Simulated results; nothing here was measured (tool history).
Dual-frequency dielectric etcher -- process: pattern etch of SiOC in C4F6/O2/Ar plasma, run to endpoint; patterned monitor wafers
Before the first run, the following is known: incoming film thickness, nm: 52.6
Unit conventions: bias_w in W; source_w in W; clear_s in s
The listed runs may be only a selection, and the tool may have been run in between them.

run 1 hour=0 | bias_w=416 source_w=270 | clear_s=22.368
run 2 hour=7.4 | bias_w=416 source_w=300 | clear_s=21.362
run 3 hour=13.8 | bias_w=445 source_w=300 | clear_s=21.068
run 4 hour=14.7 | bias_w=416 source_w=300 | clear_s=21.324
-- hour=20.1 bias power generator calibrated
run 5 hour=20.1 | bias_w=416 source_w=330 | clear_s=20.814
run 6 hour=21.6 | bias_w=416 source_w=360 | clear_s=20.215
run 7 hour=22.8 | bias_w=395 source_w=330 | clear_s=21.394
run 8 hour=29.6 | bias_w=376 source_w=310 | clear_s=22.103
run 9 hour=37.1 | bias_w=360 source_w=290 | clear_s=23.071

What will run 10 give?
run 10 hour=43.2 | bias_w=346 source_w=280 | clear_s=?

clear_s: 23.795 s
